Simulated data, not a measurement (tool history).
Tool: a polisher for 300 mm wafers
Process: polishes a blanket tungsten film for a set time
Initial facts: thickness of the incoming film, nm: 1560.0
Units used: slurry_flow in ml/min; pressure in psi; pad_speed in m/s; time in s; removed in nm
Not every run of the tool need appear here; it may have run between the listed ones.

run,hour,slurry_flow,pressure,pad_speed,slurry_solids,time,removed
1,0.0,175,4.9,0.98,1.0,104,587.88
2,4.1,175,4.9,0.98,1.0,104,587.56
3,10.0,175,4.9,0.98,0.9,104,573.66
4,14.7,175,4.9,0.86,0.9,104,510.62
5,17.3,185,5.7,0.88,0.9,104,613.08
6,25.6,190,6.2,0.90,0.9,104,678.57
7,26.8,195,6.6,0.92,0.9,104,741.57
8,31.9,195,6.9,0.94,0.9,104,784.02

The next listed run, before its measurement:
9,37.0,200,7.1,0.96,0.9,104,?

For run 9 the tool returned removed 823.36 nm.
